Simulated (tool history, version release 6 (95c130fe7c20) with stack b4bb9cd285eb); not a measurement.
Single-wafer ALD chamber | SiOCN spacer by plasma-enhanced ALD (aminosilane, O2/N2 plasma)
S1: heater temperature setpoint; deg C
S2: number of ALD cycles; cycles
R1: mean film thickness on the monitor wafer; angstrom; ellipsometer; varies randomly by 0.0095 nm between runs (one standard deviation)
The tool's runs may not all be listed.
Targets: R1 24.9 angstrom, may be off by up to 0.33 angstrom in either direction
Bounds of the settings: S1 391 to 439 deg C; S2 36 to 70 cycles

run  hour   S1  S2      R1
  1     0  415  53  28.385
  2   3.2  415  58  30.893
  3  10.1  405  58  32.292
  4  14.5  409  57  31.179
  5  17.5  413  56   30.34
  6  26.3  413  59  31.808
  7  29.2  425  51  26.327
  8  31.5  427  51  26.223
  9  35.4  428  51  26.199
 10  41.4  429  51  26.035
 11  42.8  430  51  25.978
 12    51  438  49  24.178

5 candidate next runs follow, results not yet known. Just one meets every target within its allowed miss. Identify it.
  A  59.2  432  49   ?
  B  59.2  430  46   ?
  C  59.2  439  52   ?
  D  59.2  439  47   ?
  E  59.2  438  52   ?

move      R1
   A  24.976
   B  23.613
   C  25.851
   D  23.365
   E  25.944
A: in spec on every target
B: lands further from the targets than the last run did
C: moves the result that the last run missed by most past its target, out the other side
D: lands further from the targets than the last run did
E: moves the result that the last run missed by most past its target, out the other side
Correct choice: A, which meets every target

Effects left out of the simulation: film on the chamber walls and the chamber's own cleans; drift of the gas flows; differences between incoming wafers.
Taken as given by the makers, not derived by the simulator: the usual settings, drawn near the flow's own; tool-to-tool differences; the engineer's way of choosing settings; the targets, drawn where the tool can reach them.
